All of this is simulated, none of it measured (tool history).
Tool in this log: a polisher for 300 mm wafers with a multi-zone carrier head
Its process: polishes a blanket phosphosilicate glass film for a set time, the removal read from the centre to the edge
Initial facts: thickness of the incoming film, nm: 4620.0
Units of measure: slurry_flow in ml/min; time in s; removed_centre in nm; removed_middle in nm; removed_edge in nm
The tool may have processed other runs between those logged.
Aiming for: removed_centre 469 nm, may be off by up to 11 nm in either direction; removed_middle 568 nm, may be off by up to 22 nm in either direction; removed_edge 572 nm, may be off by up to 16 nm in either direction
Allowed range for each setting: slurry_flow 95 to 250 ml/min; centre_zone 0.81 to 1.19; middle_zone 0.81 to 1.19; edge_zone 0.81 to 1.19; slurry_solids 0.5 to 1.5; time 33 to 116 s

run,hour,slurry_flow,centre_zone,middle_zone,edge_zone,slurry_solids,time,removed_centre,removed_middle,removed_edge
1,0,160,1,1,1,1,74,639.88,634.28,625.63
2,3,155,0.97,1,1,1,74,612.17,630.17,625.21
3,4.6,150,0.95,1,0.99,1,74,598.76,621.92,617.18
4,6.1,145,0.93,1,0.99,1,74,575.25,618.29,620.33
5,7.6,145,0.9,1,0.99,1,74,560.77,613.27,621.08
6,15.7,145,0.9,0.95,0.99,1,74,559.27,592.42,609.69
7,16.9,140,0.89,0.96,0.98,1,74,545.64,599.74,612.52
8,17.6,135,0.88,0.96,0.97,1,74,544.01,587.05,608.72
9,25,135,0.87,0.97,0.97,1,74,532.73,599.55,602.34
10,33.1,130,0.86,0.97,0.97,1,74,519.02,587.5,601.5
11,40.9,125,0.85,0.97,0.96,1,74,503.78,580.2,591.11
12,46.2,120,0.85,0.97,0.96,1,74,506.57,578.45,576.77
13,47.8,105,0.81,0.99,1.03,0.95,74,444.24,561.73,568.09
14,54.2,130,0.83,0.98,1.01,0.95,74,487.52,571,587.37
15,62.6,130,0.83,0.98,1.01,0.95,74,480.88,579.84,582.6
16,66.7,130,0.83,0.98,1.01,0.95,74,482.78,581.32,583.77

Which single option among these 4 for the next run brings every result within its allowed miss of target? Just one does.
A,70.8,115,0.81,0.96,1.07,1,73,?,?,?
B,70.8,100,0.83,0.88,1.02,1.1,72,?,?,?
C,70.8,155,0.86,1.19,0.95,0.75,80,?,?,?
D,70.8,155,0.83,1.01,1.05,0.85,74,?,?,?

move,removed_centre,removed_middle,removed_edge
A,469.12,568.26,596.18
B,477.15,528.26,592.01
C,475.78,644.15,520.47
D,472,576.34,561.73
A: brings the last run's worst result on target, with another outside its allowed miss
B: brings the last run's worst result on target, with another outside its allowed miss
C: brings the last run's worst result on target, with another outside its allowed miss
D: every result within its allowed miss
So the answer is move D, the one that meets all the targets.

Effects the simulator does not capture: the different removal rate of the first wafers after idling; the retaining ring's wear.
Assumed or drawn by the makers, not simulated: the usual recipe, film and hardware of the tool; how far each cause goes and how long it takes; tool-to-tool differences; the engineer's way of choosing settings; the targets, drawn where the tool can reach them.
